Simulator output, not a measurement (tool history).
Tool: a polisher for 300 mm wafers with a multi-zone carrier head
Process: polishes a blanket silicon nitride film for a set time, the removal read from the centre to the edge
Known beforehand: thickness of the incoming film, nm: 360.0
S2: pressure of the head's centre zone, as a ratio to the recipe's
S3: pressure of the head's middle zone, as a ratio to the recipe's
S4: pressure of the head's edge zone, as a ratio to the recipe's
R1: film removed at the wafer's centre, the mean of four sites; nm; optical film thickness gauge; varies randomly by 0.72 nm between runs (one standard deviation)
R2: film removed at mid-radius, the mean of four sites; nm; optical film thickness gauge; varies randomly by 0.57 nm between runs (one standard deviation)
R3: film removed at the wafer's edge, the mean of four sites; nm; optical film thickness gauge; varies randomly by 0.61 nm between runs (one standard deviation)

run 1 day=0.000 | flow_of_slurry_(ml/min)=165 S2=1.00 S3=1.00 S4=1.00 polishing_time_(s)=31 | R1=63.288 R2=64.519 R3=64.167
run 2 day=0.333 | flow_of_slurry_(ml/min)=165 S2=1.00 S3=1.00 S4=1.06 polishing_time_(s)=31 | R1=64.505 R2=64.250 R3=68.266
run 3 day=0.521 | flow_of_slurry_(ml/min)=180 S2=1.01 S3=1.01 S4=1.09 polishing_time_(s)=31 | R1=63.884 R2=65.304 R3=69.031
run 4 day=0.688 | flow_of_slurry_(ml/min)=215 S2=1.01 S3=1.01 S4=1.09 polishing_time_(s)=31 | R1=66.881 R2=67.894 R3=69.233
run 5 day=0.775 | flow_of_slurry_(ml/min)=235 S2=1.01 S3=1.01 S4=1.09 polishing_time_(s)=31 | R1=67.697 R2=66.959 R3=70.229
run 6 day=0.892 | flow_of_slurry_(ml/min)=235 S2=1.02 S3=1.00 S4=1.11 polishing_time_(s)=32 | R1=70.197 R2=69.171 R3=72.826

Run 7, settings as shown, results not yet in. Your forecast:
run 7 day=1.033 | flow_of_slurry_(ml/min)=235 S2=1.02 S3=0.99 S4=1.13 polishing_time_(s)=33 | R1=? R2=? R3=?

R1: 71.309 nm
R2: 70.515 nm
R3: 76.195 nm
